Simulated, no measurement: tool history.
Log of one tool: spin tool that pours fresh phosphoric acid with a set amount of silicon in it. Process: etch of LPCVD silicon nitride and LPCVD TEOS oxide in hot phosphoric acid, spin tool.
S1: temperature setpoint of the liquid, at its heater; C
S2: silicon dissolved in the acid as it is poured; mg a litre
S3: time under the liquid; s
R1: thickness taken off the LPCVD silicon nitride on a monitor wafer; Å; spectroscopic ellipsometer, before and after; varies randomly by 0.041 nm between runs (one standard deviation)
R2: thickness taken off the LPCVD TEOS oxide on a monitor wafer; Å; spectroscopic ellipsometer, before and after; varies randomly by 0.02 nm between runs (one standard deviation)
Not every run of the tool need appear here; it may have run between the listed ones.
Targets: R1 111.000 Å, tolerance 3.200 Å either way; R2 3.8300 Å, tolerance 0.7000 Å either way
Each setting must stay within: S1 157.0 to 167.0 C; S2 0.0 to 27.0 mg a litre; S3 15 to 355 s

Run 1, hour 0.0: S1 162.0 C, S2 12.0 mg a litre, S3 180 s. Result: R1 183.590 Å, R2 5.0189 Å.
Run 2, hour 3.3: S1 161.5 C, S2 10.0 mg a litre, S3 165 s. Result: R1 165.480 Å, R2 4.7227 Å.
Run 3, hour 6.7: S1 161.5 C, S2 4.0 mg a litre, S3 165 s. Result: R1 165.340 Å, R2 4.8715 Å.
Run 4, hour 9.4: S1 161.5 C, S2 4.0 mg a litre, S3 235 s. Result: R1 236.600 Å, R2 7.0711 Å.
Run 5, hour 10.1: S1 161.5 C, S2 9.5 mg a litre, S3 235 s. Result: R1 236.080 Å, R2 6.2745 Å.
Run 6, hour 15.2: S1 161.5 C, S2 8.0 mg a litre, S3 210 s. Result: R1 211.010 Å, R2 6.3718 Å.
Run 7, hour 19.8: S1 161.0 C, S2 6.5 mg a litre, S3 190 s. Result: R1 187.550 Å, R2 5.4832 Å.
At hour 22.4: dissolved silicon flow meter replaced.
Run 8, hour 22.4: S1 161.0 C, S2 5.5 mg a litre, S3 175 s. Result: R1 173.070 Å, R2 5.0377 Å.
Run 9, hour 29.4: S1 161.5 C, S2 0.0 mg a litre, S3 85 s. Result: R1 86.042 Å, R2 2.9308 Å.
Run 10, hour 31.1: S1 161.5 C, S2 0.0 mg a litre, S3 85 s. Result: R1 85.436 Å, R2 2.5131 Å.
Run 11, hour 38.9: S1 162.5 C, S2 1.0 mg a litre, S3 90 s. Result: R1 92.797 Å, R2 3.0511 Å.
Run 12, hour 43.8: S1 163.0 C, S2 2.5 mg a litre, S3 90 s. Result: R1 95.306 Å, R2 3.1312 Å.
Run 13, hour 47.7: S1 165.5 C, S2 7.0 mg a litre, S3 100 s. Result: R1 114.100 Å, R2 4.2420 Å.

Which one of the following 4 next-run settings gets every result inside its allowed miss? There is exactly one.
Run A, hour 51.6: S1 165.0 C, S2 7.5 mg a litre, S3 110 s. Result: R1 ?, R2 ?.
Run B, hour 51.6: S1 165.5 C, S2 6.0 mg a litre, S3 105 s. Result: R1 ?, R2 ?.
Run C, hour 51.6: S1 167.0 C, S2 5.5 mg a litre, S3 100 s. Result: R1 ?, R2 ?.
Run D, hour 51.6: S1 166.5 C, S2 7.0 mg a litre, S3 95 s. Result: R1 ?, R2 ?.

move       R1      R2
   A  123.430  3.7232
   B  119.760  3.8012
   C  119.780  4.0742
   D  111.960  3.6208
A: lands further from the targets than the last run did
B: lands further from the targets than the last run did
C: lands further from the targets than the last run did
D: each result inside its tolerance
Move D is the one to make.
